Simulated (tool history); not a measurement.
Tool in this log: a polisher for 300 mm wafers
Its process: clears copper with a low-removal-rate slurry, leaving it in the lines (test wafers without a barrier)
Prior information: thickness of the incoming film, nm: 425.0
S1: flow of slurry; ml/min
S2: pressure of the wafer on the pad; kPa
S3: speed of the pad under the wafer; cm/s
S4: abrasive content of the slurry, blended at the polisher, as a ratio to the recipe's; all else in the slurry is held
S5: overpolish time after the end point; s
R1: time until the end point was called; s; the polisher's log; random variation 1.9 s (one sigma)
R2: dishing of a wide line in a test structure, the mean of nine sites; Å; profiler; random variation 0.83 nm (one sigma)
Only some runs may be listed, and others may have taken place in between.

run  hour   S1    S2   S3   S4  S5      R1      R2
  1   0.0  155  17.2  104  1.0  18  208.10  229.60
  2   5.6  155  14.5  104  1.0  18  241.73  200.80
  3  14.4  155  17.2  104  1.0  18  211.15  236.67
  4  16.7  160  19.3  104  1.0  18  188.97  267.92
  5  19.8  195  19.3  104  1.0  18  180.17  265.31
  6  22.0  195  15.2  104  1.0  18  228.26  219.26
  7  28.5  195  17.2  104  1.0  18  202.54  242.87

Expected results for the next run?
  8  36.2  195  19.3  104  1.0  18   ?   ?

Run 8 gave R1 181.20 s, R2 271.82 Å.
